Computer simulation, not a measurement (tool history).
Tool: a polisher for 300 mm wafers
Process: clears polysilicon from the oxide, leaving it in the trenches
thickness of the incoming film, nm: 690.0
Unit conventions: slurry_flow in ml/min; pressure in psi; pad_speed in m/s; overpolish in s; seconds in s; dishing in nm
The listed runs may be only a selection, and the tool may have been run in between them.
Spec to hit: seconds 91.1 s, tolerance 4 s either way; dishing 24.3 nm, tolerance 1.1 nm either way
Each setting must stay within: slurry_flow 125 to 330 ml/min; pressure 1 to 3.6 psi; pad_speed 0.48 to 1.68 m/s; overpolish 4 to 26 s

run	hour	slurry_flow	pressure	pad_speed	overpolish	seconds	dishing
1	0	210	2.3	1.08	13	66.088	45.428
2	1.6	215	2	1.08	10	70.573	42.769
3	10.5	215	2	1.26	10	60.564	42.856
4	11.6	185	1.7	1.26	8	69.116	40.986
5	18.7	185	1.7	1.44	8	58.577	41.835
6	22.5	235	1.5	1.32	7	68.152	39.677
7	23.8	265	1.3	1.24	6	76.139	34.458
8	25.2	265	1.3	1.24	6	73.921	35.196
9	30.7	285	1.2	1.16	5	80.884	29.86
10	33.5	300	1.2	1.1	5	86.791	29.406
11	35.3	310	1.3	1.04	5	88.366	28.952

Of the 5 settings listed for the next run, only one would bring every result within its allowed miss of target. Which one?
A	37.1	330	2.4	0.7	4	?	?
B	37.1	245	1.2	1	9	?	?
C	37.1	325	1.5	0.94	9	?	?
D	37.1	265	1.3	1.06	9	?	?
E	37.1	220	1.3	1.1	9	?	?

move	seconds	dishing
A	91.412	24.82
B	96.148	37.839
C	89.424	38.95
D	86.903	39.374
E	85.702	39.577
A: every result within its allowed miss
B: further off than the last run
C: further off than the last run
D: further off than the last run
E: further off than the last run
Move A is the one to make.
